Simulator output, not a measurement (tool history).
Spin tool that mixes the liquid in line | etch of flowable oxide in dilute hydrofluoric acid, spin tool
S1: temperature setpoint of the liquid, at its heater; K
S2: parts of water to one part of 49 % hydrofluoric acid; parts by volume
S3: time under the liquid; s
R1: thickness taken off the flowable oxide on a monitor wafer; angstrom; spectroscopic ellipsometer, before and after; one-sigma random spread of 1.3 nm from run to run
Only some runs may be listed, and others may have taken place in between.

run  hour      S1  S2   S3      R1
  1     0  295.15  75  170  627.68
  2   2.5  295.15  75  170  622.54
  3   6.9  295.15  75  180  662.57
  4   9.9  296.65  65  180  823.61
  5  12.3  295.15  65  180  775.12
  6  17.8  296.65  60  180  895.71
  7  18.5  297.65  55  180  1034.9
  8  23.1  298.65  50  180  1179.5
  9  29.9  299.15  50  180  1205.9
 10  34.6  299.65  50  180  1235.6

What will run 11 give?
 11  39.7  299.65  50  180   ?

{"run 11": {"R1": 1234.3}}

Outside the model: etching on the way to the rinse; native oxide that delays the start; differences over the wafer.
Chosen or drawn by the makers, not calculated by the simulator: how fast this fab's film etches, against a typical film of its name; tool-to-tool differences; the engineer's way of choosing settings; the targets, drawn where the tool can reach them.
